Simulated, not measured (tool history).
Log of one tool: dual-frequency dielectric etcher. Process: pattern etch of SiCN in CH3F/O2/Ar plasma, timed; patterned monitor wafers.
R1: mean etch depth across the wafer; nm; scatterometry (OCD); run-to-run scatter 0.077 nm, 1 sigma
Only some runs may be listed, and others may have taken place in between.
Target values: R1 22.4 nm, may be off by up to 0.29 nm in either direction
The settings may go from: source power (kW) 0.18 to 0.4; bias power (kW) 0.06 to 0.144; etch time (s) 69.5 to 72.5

run 1 hour=0 | source_power_(kW)=0.29 bias_power_(kW)=0.102 etch_time_(s)=69.5 | R1=25.419
run 2 hour=6.1 | source_power_(kW)=0.29 bias_power_(kW)=0.102 etch_time_(s)=69.5 | R1=25.112
run 3 hour=11.1 | source_power_(kW)=0.28 bias_power_(kW)=0.102 etch_time_(s)=69.5 | R1=24.933
run 4 hour=17.2 | source_power_(kW)=0.27 bias_power_(kW)=0.102 etch_time_(s)=69.5 | R1=24.678
run 5 hour=21.4 | source_power_(kW)=0.3 bias_power_(kW)=0.102 etch_time_(s)=69.5 | R1=25.404
run 6 hour=30.4 | source_power_(kW)=0.26 bias_power_(kW)=0.102 etch_time_(s)=69.5 | R1=24.154
run 7 hour=35.5 | source_power_(kW)=0.25 bias_power_(kW)=0.102 etch_time_(s)=69.5 | R1=23.823
run 8 hour=41.5 | source_power_(kW)=0.25 bias_power_(kW)=0.102 etch_time_(s)=69.5 | R1=23.994
run 9 hour=46.4 | source_power_(kW)=0.24 bias_power_(kW)=0.102 etch_time_(s)=69.5 | R1=23.624
run 10 hour=47.7 | source_power_(kW)=0.24 bias_power_(kW)=0.102 etch_time_(s)=69.5 | R1=23.469
run 11 hour=56.1 | source_power_(kW)=0.22 bias_power_(kW)=0.101 etch_time_(s)=69.5 | R1=22.788

Exercise: of the 5 proposed moves below, exactly one satisfies all targets within the stated allowed misses. Which move is it?
run A hour=64.5 | source_power_(kW)=0.24 bias_power_(kW)=0.093 etch_time_(s)=70.5 | R1=?
run B hour=64.5 | source_power_(kW)=0.25 bias_power_(kW)=0.084 etch_time_(s)=70 | R1=?
run C hour=64.5 | source_power_(kW)=0.23 bias_power_(kW)=0.096 etch_time_(s)=71.5 | R1=?
run D hour=64.5 | source_power_(kW)=0.27 bias_power_(kW)=0.091 etch_time_(s)=69.5 | R1=?
run E hour=64.5 | source_power_(kW)=0.2 bias_power_(kW)=0.107 etch_time_(s)=71.5 | R1=?

move=A R1=22.97
move=B R1=22.277
move=C R1=23.221
move=D R1=23.434
move=E R1=23.04
A: misses by more than the last run did
B: all results in spec
C: misses by more than the last run did
D: misses by more than the last run did
E: misses by more than the last run did
The right move is B.

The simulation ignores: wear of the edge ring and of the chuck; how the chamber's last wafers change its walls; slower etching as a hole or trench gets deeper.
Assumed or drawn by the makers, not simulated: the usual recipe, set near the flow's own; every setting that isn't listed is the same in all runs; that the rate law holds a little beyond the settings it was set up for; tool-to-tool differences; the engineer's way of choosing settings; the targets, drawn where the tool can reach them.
